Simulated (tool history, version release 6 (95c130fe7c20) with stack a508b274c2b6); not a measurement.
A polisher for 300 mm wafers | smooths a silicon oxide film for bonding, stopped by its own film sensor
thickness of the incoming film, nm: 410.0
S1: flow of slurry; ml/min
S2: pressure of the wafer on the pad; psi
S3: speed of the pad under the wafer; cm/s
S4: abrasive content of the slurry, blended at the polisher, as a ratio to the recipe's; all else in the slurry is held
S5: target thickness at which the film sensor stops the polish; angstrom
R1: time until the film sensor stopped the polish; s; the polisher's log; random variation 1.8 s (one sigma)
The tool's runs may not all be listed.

run	hour	S1	S2	S3	S4	S5	R1
1	0	295	2.5	88	1	3320	113.99
2	3.1	295	2.2	88	1	3320	130.65
3	4.4	295	2.2	88	1	3280	134.87
4	8.8	295	2	88	1	3280	152.2
5	14.8	295	2.4	88	1	3280	123.02
6	20.4	295	2.2	88	1	3280	134.28
7	28.8	295	2	88	1	3280	150.65

Run 8 comes next. What will it give?
8	37.3	295	1.9	88	1	3280	?

Run 8 gave R1 155.42 s.
